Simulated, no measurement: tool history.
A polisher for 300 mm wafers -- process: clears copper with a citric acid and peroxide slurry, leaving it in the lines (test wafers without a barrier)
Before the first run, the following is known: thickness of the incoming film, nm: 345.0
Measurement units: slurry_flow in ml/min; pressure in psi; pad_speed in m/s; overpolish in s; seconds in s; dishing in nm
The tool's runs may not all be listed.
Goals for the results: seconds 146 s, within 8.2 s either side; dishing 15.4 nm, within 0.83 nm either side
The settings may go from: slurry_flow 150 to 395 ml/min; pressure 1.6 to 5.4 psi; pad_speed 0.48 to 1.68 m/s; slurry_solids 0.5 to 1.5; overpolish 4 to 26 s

run,hour,slurry_flow,pressure,pad_speed,slurry_solids,overpolish,seconds,dishing
1,0,250,3.5,1.08,1,13,134.47,23.496
2,0.7,250,3.4,1.08,1,12,141.56,21.207
3,7.6,250,3.4,1.08,1,18,136.16,30.307
4,11.1,250,3.4,1.08,1,15,140.2,25.726
5,12.2,250,3.4,1.08,1,13,136.58,22.93
6,16.7,250,3.4,1.08,0.85,13,138.19,22.585
7,22.1,250,3.4,1.08,0.85,12,143.79,20.575
8,25.6,250,3.4,1.08,0.85,12,137.93,21.001
# hour 32.7: slurry blender recalibrated
9,32.7,250,3.4,1.08,0.85,11,133.46,20.198
10,39.6,250,3,1.08,0.85,8,148.04,13.503

Exactly one of the 5 candidate moves below puts every result within its allowed miss. Which one?
A,46.5,280,3.6,0.98,1.1,8,?,?
B,46.5,265,2.8,1.14,0.9,8,?,?
C,46.5,240,3,1.1,0.8,8,?,?
D,46.5,290,2.9,1.22,0.65,9,?,?
E,46.5,240,2.9,1.12,0.95,8,?,?

move,seconds,dishing
A,132.94,15.726
B,152.04,13.802
C,153.95,13.652
D,149.23,15.709
E,149.13,14.065
A: gets the furthest-off result to its target, but another result is out of tolerance
B: nearer the targets than the last run, but a result is still out of spec
C: nearer the targets than the last run, but a result is still out of spec
D: every result within its allowed miss
E: nearer the targets than the last run, but a result is still out of spec
Correct choice: D, which meets every target
